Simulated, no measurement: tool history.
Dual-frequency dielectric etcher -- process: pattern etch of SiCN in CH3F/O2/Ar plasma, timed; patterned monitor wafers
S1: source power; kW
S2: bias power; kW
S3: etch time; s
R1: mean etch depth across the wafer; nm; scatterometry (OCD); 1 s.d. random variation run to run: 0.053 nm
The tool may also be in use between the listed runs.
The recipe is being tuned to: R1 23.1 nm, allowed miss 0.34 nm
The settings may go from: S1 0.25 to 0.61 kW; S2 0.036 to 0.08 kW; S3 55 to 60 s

run	hour	S1	S2	S3	R1
1	0	0.43	0.058	60	20.477
2	2.9	0.43	0.062	60	21.062
3	4.9	0.45	0.062	60	21.462
4	10.3	0.37	0.062	60	20.138
5	14.8	0.37	0.062	60	20.042
6	19.5	0.4	0.062	60	20.584
7	27.1	0.42	0.062	60	21.011
8	29.7	0.44	0.062	60	21.165
9	34.5	0.46	0.062	60	21.537

Which of these 5 next moves meets every target?
A	39.3	0.52	0.074	57.5	?
B	39.3	0.39	0.061	57.5	?
C	39.3	0.42	0.05	59.5	?
D	39.3	0.37	0.071	57	?
E	39.3	0.44	0.062	58.5	?

move	R1
A	23.147
B	19.516
C	19.083
D	20.259
E	20.766
A: meets every target
B: moves away from the targets compared with the last run
C: moves away from the targets compared with the last run
D: moves away from the targets compared with the last run
E: moves away from the targets compared with the last run
So the answer is move A, the one that meets all the targets.

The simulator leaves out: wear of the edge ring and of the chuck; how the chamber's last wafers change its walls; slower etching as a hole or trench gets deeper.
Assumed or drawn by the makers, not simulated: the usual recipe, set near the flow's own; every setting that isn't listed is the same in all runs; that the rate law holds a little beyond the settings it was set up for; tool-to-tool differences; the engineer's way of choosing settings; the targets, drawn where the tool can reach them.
